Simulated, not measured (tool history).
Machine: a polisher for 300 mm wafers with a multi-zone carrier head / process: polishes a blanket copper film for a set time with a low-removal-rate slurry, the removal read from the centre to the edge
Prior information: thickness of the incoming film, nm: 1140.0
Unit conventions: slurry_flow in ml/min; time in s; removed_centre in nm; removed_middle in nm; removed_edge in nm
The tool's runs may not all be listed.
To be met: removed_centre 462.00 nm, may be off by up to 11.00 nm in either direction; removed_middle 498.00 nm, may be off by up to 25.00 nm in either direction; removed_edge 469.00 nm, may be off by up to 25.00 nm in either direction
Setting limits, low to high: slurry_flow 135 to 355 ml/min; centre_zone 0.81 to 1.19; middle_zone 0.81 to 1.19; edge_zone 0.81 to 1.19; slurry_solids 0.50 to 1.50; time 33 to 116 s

run,day,slurry_flow,centre_zone,middle_zone,edge_zone,slurry_solids,time,removed_centre,removed_middle,removed_edge
1,0.000,225,1.00,1.00,1.00,1.00,74,365.83,379.56,357.45
2,0.025,225,1.00,1.00,1.00,1.10,74,378.48,386.63,375.65
3,0.338,225,1.00,1.00,1.00,1.10,58,293.05,305.03,298.78
4,0.662,225,1.03,1.00,1.00,1.10,58,300.15,308.85,291.97
# day 0.775: slurry nozzle cleaned
5,0.775,240,1.04,1.04,1.04,1.25,64,356.63,368.05,345.99
6,0.933,240,0.96,1.04,1.04,1.25,64,336.76,373.26,348.77
7,1.238,275,1.06,1.11,1.14,1.50,80,483.23,523.69,492.33
8,1.396,265,1.05,1.10,1.13,1.50,80,476.89,523.52,482.01
9,1.762,260,1.05,1.09,1.13,1.50,80,478.20,503.92,478.95
10,2.083,255,1.04,1.09,1.13,1.50,80,473.73,500.57,473.24

5 candidate next runs follow, results not yet known. Just one meets every target within its allowed miss. Identify it.
A,2.404,195,1.07,1.12,1.18,1.45,80,?,?,?
B,2.404,290,0.98,1.08,1.15,1.35,79,?,?,?
C,2.404,195,1.04,0.98,1.06,1.50,89,?,?,?
D,2.404,225,1.05,1.11,1.19,1.25,87,?,?,?
E,2.404,240,1.17,1.12,1.18,1.45,77,?,?,?

move,removed_centre,removed_middle,removed_edge
A,459.37,496.97,477.10
B,440.75,493.26,475.99
C,503.16,497.79,509.00
D,486.35,528.86,510.91
E,492.07,493.13,469.88
A: all results in spec
B: carries the result that was furthest off beyond its target, to the other side
C: further off than the last run
D: further off than the last run
E: further off than the last run
Go with A: it meets all targets.
